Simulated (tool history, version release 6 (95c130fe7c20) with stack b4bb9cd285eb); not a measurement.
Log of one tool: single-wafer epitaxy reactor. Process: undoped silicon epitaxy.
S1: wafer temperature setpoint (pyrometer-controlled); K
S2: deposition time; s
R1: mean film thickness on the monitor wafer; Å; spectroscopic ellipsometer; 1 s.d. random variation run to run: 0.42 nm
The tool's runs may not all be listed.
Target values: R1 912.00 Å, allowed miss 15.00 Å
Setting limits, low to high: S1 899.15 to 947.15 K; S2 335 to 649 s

{"run": 1, "day": 0.0, "S1": 923.15, "S2": 492, "R1": 838.82}
{"run": 2, "day": 0.238, "S1": 933.15, "S2": 492, "R1": 1077.6}
{"run": 3, "day": 0.588, "S1": 932.15, "S2": 492, "R1": 1047.2}
{"run": 4, "day": 0.775, "S1": 932.15, "S2": 543, "R1": 1157.4}
{"run": 5, "day": 1.088, "S1": 930.15, "S2": 543, "R1": 1101.2}
{"run": 6, "day": 1.333, "S1": 929.15, "S2": 543, "R1": 1076.2}
{"run": 7, "day": 1.412, "S1": 928.15, "S2": 543, "R1": 1043.2}
{"run": 8, "day": 1.458, "S1": 927.15, "S2": 543, "R1": 1027.6}
{"run": 9, "day": 1.704, "S1": 926.15, "S2": 543, "R1": 993.63}
{"run": 10, "day": 1.779, "S1": 925.15, "S2": 543, "R1": 968.91}
{"run": 11, "day": 2.075, "S1": 924.15, "S2": 543, "R1": 944.23}

Next run, 5 choices. One meets every target within its allowed miss, the rest don't. Which?
{"run": "A", "day": 2.371, "S1": 924.15, "S2": 572, "R1": "?"}
{"run": "B", "day": 2.371, "S1": 925.15, "S2": 528, "R1": "?"}
{"run": "C", "day": 2.371, "S1": 928.15, "S2": 507, "R1": "?"}
{"run": "D", "day": 2.371, "S1": 920.15, "S2": 576, "R1": "?"}
{"run": "E", "day": 2.371, "S1": 926.15, "S2": 550, "R1": "?"}

move=A R1=1004.60
move=B R1=950.58
move=C R1=982.76
move=D R1=915.75
move=E R1=1014.90
A: lands further from the targets than the last run did
B: lands further from the targets than the last run did
C: lands further from the targets than the last run did
D: each result inside its tolerance
E: lands further from the targets than the last run did
D is the move that brings every result within its allowed miss.
